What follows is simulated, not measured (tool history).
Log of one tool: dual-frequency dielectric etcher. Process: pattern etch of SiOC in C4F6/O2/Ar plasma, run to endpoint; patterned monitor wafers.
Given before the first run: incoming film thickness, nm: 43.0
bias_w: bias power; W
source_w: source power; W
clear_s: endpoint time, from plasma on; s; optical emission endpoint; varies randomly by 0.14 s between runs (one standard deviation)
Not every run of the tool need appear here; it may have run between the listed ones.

{"run": 1, "hour": 0.0, "bias_w": 588, "source_w": 470, "clear_s": 13.357}
{"run": 2, "hour": 3.4, "bias_w": 588, "source_w": 380, "clear_s": 14.469}
{"run": 3, "hour": 5.9, "bias_w": 570, "source_w": 370, "clear_s": 14.775}
{"run": 4, "hour": 14.7, "bias_w": 557, "source_w": 370, "clear_s": 14.88}
{"run": 5, "hour": 16.1, "bias_w": 651, "source_w": 370, "clear_s": 13.961}
{"run": 6, "hour": 23.1, "bias_w": 625, "source_w": 360, "clear_s": 14.208}

Forecast run 7:
{"run": 7, "hour": 30.8, "bias_w": 604, "source_w": 350, "clear_s": "?"}

clear_s: 14.679 s

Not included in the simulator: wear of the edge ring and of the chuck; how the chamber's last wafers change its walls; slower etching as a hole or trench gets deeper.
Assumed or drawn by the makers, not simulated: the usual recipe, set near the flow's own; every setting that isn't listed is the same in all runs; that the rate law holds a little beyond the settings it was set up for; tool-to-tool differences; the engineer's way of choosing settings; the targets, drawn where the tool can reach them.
